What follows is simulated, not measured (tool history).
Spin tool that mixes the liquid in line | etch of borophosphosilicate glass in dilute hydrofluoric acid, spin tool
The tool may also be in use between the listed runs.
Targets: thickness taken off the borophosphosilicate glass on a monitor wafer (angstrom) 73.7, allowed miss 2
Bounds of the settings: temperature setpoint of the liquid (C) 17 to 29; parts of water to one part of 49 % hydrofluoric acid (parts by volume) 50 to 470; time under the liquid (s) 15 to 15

run	day	temperature setpoint of the liquid (C)	parts of water to one part of 49 % hydrofluoric acid (parts by volume)	time under the liquid (s)	thickness taken off the borophosphosilicate glass on a monitor wafer (angstrom)
1	0	21	260	15	27.779
2	0.304	22.5	230	15	34.086
3	0.383	22.5	230	15	34.179
4	0.529	23.5	210	15	39.569
5	0.867	23.5	210	15	39.695
6	1.046	23.5	300	15	25.296
7	1.183	24.5	265	15	30.751
8	1.525	25.5	235	15	37.327
9	1.658	26	215	15	42.12
10	1.796	26.5	200	15	46.951
11	1.921	29	115	15	99.515
12	2.138	28	115	15	95.992
13	2.233	28	115	15	95.429
14	2.296	27	115	15	92.337
15	2.525	26	115	15	88.563
16	2.567	25	115	15	85.003
17	2.904	24.5	115	15	84.238
18	3.142	24	115	15	82.236
19	3.362	24	115	15	81.904
20	3.475	23.5	115	15	80.504
21	3.662	23	115	15	79.421
22	3.925	22.5	115	15	76.972
23	3.962	22	115	15	76.084

Which of these 5 next moves meets every target?
A	4	23.5	125	15	?
B	4	21.5	110	15	?
C	4	19	100	15	?
D	4	22	110	15	?
E	4	23.5	115	15	?

move	thickness taken off the borophosphosilicate glass on a monitor wafer (angstrom)
A	73.458
B	78.454
C	78.796
D	80.046
E	80.792
A: meets every target
B: further off than the last run
C: further off than the last run
D: further off than the last run
E: further off than the last run
Move A is the one to make.
